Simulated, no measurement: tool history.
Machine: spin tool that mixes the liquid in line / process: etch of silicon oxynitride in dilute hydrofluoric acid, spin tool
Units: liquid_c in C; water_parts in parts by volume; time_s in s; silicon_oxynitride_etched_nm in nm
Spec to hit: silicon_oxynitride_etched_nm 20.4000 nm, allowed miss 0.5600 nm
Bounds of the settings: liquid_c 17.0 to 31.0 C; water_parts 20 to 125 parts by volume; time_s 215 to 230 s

run	hour	liquid_c	water_parts	time_s	silicon_oxynitride_etched_nm
1	0.0	23.0	70	215	11.9510
2	9.0	21.0	70	215	10.7890
3	9.9	17.5	70	215	8.9865
4	18.8	20.0	70	215	10.1310
5	25.3	20.0	55	215	12.9410
6	26.5	20.0	55	215	13.2570
7	27.0	21.5	55	215	14.2100
8	29.1	23.0	55	215	15.2660
9	31.0	24.0	55	215	15.9830
10	31.6	25.0	55	215	16.7230
11	34.3	26.0	55	215	17.9390
12	35.8	26.5	55	215	18.0640
13	43.2	27.0	55	215	18.5750
14	46.5	27.5	55	215	18.9500
15	51.1	28.0	55	215	19.4080

Which of these 4 next moves meets every target?
A	55.7	28.0	60	215	?
B	55.7	27.0	55	215	?
C	55.7	29.0	55	215	?
D	55.7	24.5	50	215	?

move	silicon_oxynitride_etched_nm
A	17.5820
B	18.3830
C	20.1990
D	18.0120
A: misses by more than the last run did
B: misses by more than the last run did
C: meets every target
D: misses by more than the last run did
C meets every target.
